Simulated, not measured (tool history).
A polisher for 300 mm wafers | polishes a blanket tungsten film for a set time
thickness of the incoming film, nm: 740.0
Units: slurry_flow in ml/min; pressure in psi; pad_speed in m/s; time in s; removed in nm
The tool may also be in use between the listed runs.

run	hour	slurry_flow	pressure	pad_speed	slurry_solids	time	removed
1	0.0	130	3.3	1.28	1.0	31	175.04
2	8.9	130	2.9	1.26	1.0	31	150.23
3	15.3	130	2.5	1.26	1.0	31	132.82
4	16.1	130	2.5	1.26	1.1	31	135.68
# hour 21.8: slurry blender recalibrated
5	21.8	130	2.5	1.44	1.1	31	163.61
6	22.6	130	2.1	1.44	1.1	31	136.99

The next listed run, before its measurement:
7	29.0	130	2.1	1.44	1.1	31	?

Run 7 gave removed 139.41 nm.
